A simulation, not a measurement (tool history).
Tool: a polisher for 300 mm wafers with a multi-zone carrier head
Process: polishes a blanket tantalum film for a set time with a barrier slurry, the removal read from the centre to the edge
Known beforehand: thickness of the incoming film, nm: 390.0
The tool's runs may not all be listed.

run,hour,flow of slurry (ml/min),pressure of the head's centre zone,pressure of the head's middle zone,pressure of the head's edge zone,abrasive content of the slurry,polishing time (s),film removed at the wafer's centre (Å),film removed at mid-radius (Å),film removed at the wafer's edge (Å)
1,0.0,245,1.00,1.00,1.00,1.00,65,972.49,984.97,987.74
2,6.9,250,1.02,1.00,1.02,1.05,65,1037.20,1001.90,1022.40
3,9.1,255,1.03,1.01,1.04,1.10,65,1058.00,1026.10,1017.20
4,14.1,255,1.03,1.01,1.04,0.95,65,1005.30,974.39,978.93
5,14.7,255,1.03,1.04,1.04,0.95,65,1010.40,1008.40,977.92
6,23.0,255,1.03,1.04,1.04,0.95,50,786.13,764.04,748.14

The next listed run, before its measurement:
7,30.0,250,1.03,1.03,1.05,1.05,53,?,?,?

film removed at the wafer's centre (Å): 846.20
film removed at mid-radius (Å): 843.09
film removed at the wafer's edge (Å): 844.24
